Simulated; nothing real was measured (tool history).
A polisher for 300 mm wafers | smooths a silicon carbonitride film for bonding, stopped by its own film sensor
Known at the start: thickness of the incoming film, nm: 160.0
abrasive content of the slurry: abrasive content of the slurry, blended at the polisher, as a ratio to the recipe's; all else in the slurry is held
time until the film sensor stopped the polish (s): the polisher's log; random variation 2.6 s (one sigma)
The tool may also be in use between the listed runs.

run  hour  flow of slurry (ml/min)  pressure of the wafer on the pad (kPa)  speed of the pad under the wafer (cm/s)  abrasive content of the slurry  target thickness at which the film sensor stops the polish (Å)  time until the film sensor stopped the polish (s)
  1     0                      295                                    11.7                                       72                               1                                                            1430                                             114.43
  2   6.8                      295                                    11.7                                       72                            1.15                                                            1430                                             109.63
  3  12.7                      295                                    10.3                                       72                            1.15                                                            1430                                             117.71
  4  18.4                      295                                     9.7                                       68                            1.15                                                            1430                                             136.59
  5  20.4                      245                                     9.7                                       68                            1.15                                                            1430                                             137.64
  6  21.3                      245                                       9                                       68                            1.15                                                            1430                                             146.29
  7  24.6                      245                                     8.3                                       68                            1.15                                                            1430                                              159.4
  8  25.4                      245                                     8.3                                       68                            1.15                                                            1430                                             156.83

The next listed run, before its measurement:
  9  27.9                      245                                     7.6                                       68                            1.15                                                            1430                                                  ?

Run 9 gave time until the film sensor stopped the polish (s) 173.37.
